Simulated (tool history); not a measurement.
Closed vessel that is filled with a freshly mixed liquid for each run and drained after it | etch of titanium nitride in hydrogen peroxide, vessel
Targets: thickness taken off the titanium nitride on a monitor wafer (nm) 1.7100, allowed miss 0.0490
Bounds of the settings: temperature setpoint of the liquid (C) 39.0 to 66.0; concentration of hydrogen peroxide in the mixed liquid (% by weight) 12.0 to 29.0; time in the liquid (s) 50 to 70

run	day	temperature setpoint of the liquid (C)	concentration of hydrogen peroxide in the mixed liquid (% by weight)	time in the liquid (s)	thickness taken off the titanium nitride on a monitor wafer (nm)
1	0.000	55.0	19.5	70	3.1320
2	0.375	58.0	19.5	70	3.8420
3	0.717	58.0	21.0	70	3.9251
4	0.988	58.0	21.0	70	3.8924
5	1.158	58.0	24.0	70	4.0429
6	1.442	54.5	24.0	70	3.1507
7	1.508	52.0	24.0	70	2.6432
8	1.721	50.5	24.0	70	2.3617
9	1.842	50.5	24.0	70	2.3798
10	2.183	49.5	24.0	70	2.2135
11	2.550	48.5	24.0	70	2.0465
12	2.896	48.0	24.0	70	1.9843
13	3.233	47.5	24.0	70	1.9031
14	3.396	47.0	24.0	70	1.8357
15	3.725	46.5	24.0	70	1.7664

Which of these 5 next moves meets every target?
A	4.054	47.0	25.5	70	?
B	4.054	47.0	24.0	70	?
C	4.054	47.5	19.5	70	?
D	4.054	51.5	26.0	50	?
E	4.054	46.0	23.0	70	?

move	thickness taken off the titanium nitride on a monitor wafer (nm)
A	1.8612
B	1.8368
C	1.8221
D	1.8507
E	1.6904
A: further off than the last run
B: further off than the last run
C: further off than the last run
D: further off than the last run
E: meets every target
Move E is the one to make.
